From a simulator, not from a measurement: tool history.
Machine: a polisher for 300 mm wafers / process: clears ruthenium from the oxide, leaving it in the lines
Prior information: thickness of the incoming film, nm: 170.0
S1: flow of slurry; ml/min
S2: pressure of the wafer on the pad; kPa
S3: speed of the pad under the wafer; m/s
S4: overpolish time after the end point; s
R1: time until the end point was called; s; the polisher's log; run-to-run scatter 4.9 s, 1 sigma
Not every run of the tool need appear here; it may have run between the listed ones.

run	hour	S1	S2	S3	S4	R1
1	0	265	17.9	0.9	50	155.67
2	2.8	210	17.9	0.9	50	161.6
3	5.2	210	17.9	0.74	50	192.69
4	12.4	210	15.2	0.72	50	225.99
5	16.8	210	15.2	0.9	50	180.48
6	18.7	210	15.2	0.68	50	239.53

What does the tool deliver on the next run?
7	19.2	210	13.8	0.68	50	?

{"run 7": {"R1": 257.84}}
